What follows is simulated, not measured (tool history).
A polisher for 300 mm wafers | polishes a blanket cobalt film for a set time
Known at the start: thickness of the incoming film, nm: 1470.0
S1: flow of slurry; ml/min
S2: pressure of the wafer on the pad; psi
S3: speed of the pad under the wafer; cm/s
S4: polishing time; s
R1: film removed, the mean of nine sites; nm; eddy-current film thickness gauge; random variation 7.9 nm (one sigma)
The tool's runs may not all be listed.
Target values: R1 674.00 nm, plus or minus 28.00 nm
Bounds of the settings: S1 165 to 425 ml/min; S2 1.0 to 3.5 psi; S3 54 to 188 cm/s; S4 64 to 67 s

Run 1, day 0.000: S1 275 ml/min, S2 2.2 psi, S3 120 cm/s, S4 64 s. Result: R1 492.91 nm.
Run 2, day 0.158: S1 275 ml/min, S2 2.4 psi, S3 120 cm/s, S4 64 s. Result: R1 543.15 nm.
Run 3, day 0.317: S1 245 ml/min, S2 2.4 psi, S3 120 cm/s, S4 64 s. Result: R1 539.26 nm.
Run 4, day 0.438: S1 245 ml/min, S2 2.4 psi, S3 96 cm/s, S4 64 s. Result: R1 430.41 nm.
Run 5, day 0.721: S1 245 ml/min, S2 2.7 psi, S3 96 cm/s, S4 64 s. Result: R1 477.41 nm.
Run 6, day 0.754: S1 285 ml/min, S2 2.7 psi, S3 96 cm/s, S4 64 s. Result: R1 497.31 nm.
Run 7, day 0.812: S1 290 ml/min, S2 2.9 psi, S3 96 cm/s, S4 64 s. Result: R1 533.88 nm.
Run 8, day 1.067: S1 290 ml/min, S2 3.1 psi, S3 96 cm/s, S4 64 s. Result: R1 562.93 nm.
Run 9, day 1.275: S1 290 ml/min, S2 3.2 psi, S3 98 cm/s, S4 64 s. Result: R1 600.84 nm.

Which of these 4 next moves meets every target?
Run A, day 1.483: S1 300 ml/min, S2 3.2 psi, S3 98 cm/s, S4 67 s. Result: R1 ?.
Run B, day 1.483: S1 265 ml/min, S2 2.9 psi, S3 104 cm/s, S4 67 s. Result: R1 ?.
Run C, day 1.483: S1 345 ml/min, S2 3.5 psi, S3 84 cm/s, S4 67 s. Result: R1 ?.
Run D, day 1.483: S1 330 ml/min, S2 3.5 psi, S3 96 cm/s, S4 67 s. Result: R1 ?.

move      R1
   A  619.31
   B  587.96
   C  590.46
   D  668.71
A: moves toward the targets from the last run without getting all of them in spec
B: its largest miss is bigger than the last run's
C: its largest miss is bigger than the last run's
D: all results in spec
D meets every target.
